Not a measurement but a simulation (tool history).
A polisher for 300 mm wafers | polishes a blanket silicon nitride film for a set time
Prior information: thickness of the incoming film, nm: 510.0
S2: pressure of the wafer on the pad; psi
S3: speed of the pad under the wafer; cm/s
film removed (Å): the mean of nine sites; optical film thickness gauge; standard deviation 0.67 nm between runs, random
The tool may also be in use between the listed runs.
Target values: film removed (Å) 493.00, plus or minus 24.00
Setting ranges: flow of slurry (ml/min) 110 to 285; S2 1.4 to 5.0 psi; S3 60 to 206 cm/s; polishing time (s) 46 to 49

Run 1, hour 0.0: flow of slurry (ml/min) 180, S2 3.2 psi, S3 132 cm/s, polishing time (s) 46. Result: film removed (Å) 799.61.
Run 2, hour 8.8: flow of slurry (ml/min) 180, S2 3.2 psi, S3 154 cm/s, polishing time (s) 46. Result: film removed (Å) 887.64.
Run 3, hour 17.2: flow of slurry (ml/min) 220, S2 3.2 psi, S3 154 cm/s, polishing time (s) 46. Result: film removed (Å) 920.61.
Run 4, hour 21.1: flow of slurry (ml/min) 220, S2 3.2 psi, S3 128 cm/s, polishing time (s) 46. Result: film removed (Å) 794.50.
Run 5, hour 29.2: flow of slurry (ml/min) 220, S2 3.9 psi, S3 128 cm/s, polishing time (s) 46. Result: film removed (Å) 971.00.
Run 6, hour 34.7: flow of slurry (ml/min) 220, S2 3.3 psi, S3 124 cm/s, polishing time (s) 46. Result: film removed (Å) 791.86.
Run 7, hour 37.6: flow of slurry (ml/min) 220, S2 2.9 psi, S3 122 cm/s, polishing time (s) 46. Result: film removed (Å) 688.66.
Run 8, hour 44.5: flow of slurry (ml/min) 220, S2 2.6 psi, S3 120 cm/s, polishing time (s) 46. Result: film removed (Å) 633.41.
Run 9, hour 51.9: flow of slurry (ml/min) 220, S2 2.4 psi, S3 118 cm/s, polishing time (s) 46. Result: film removed (Å) 567.70.
Run 10, hour 55.5: flow of slurry (ml/min) 220, S2 2.3 psi, S3 118 cm/s, polishing time (s) 46. Result: film removed (Å) 529.00.

Of the 4 settings listed for the next run, only one would bring every result within its allowed miss of target. Which one?
Run A, hour 59.1: flow of slurry (ml/min) 220, S2 2.3 psi, S3 100 cm/s, polishing time (s) 48. Result: film removed (Å) ?.
Run B, hour 59.1: flow of slurry (ml/min) 205, S2 2.4 psi, S3 110 cm/s, polishing time (s) 49. Result: film removed (Å) ?.
Run C, hour 59.1: flow of slurry (ml/min) 230, S2 3.0 psi, S3 94 cm/s, polishing time (s) 46. Result: film removed (Å) ?.
Run D, hour 59.1: flow of slurry (ml/min) 240, S2 2.4 psi, S3 80 cm/s, polishing time (s) 49. Result: film removed (Å) ?.

move  film removed (Å)
   A            498.37
   B            566.56
   C            590.47
   D            448.09
A: each result inside its tolerance
B: the biggest miss grows against the last run
C: the biggest miss grows against the last run
D: moves the result that the last run missed by most past its target, out the other side
Go with A: it meets all targets.

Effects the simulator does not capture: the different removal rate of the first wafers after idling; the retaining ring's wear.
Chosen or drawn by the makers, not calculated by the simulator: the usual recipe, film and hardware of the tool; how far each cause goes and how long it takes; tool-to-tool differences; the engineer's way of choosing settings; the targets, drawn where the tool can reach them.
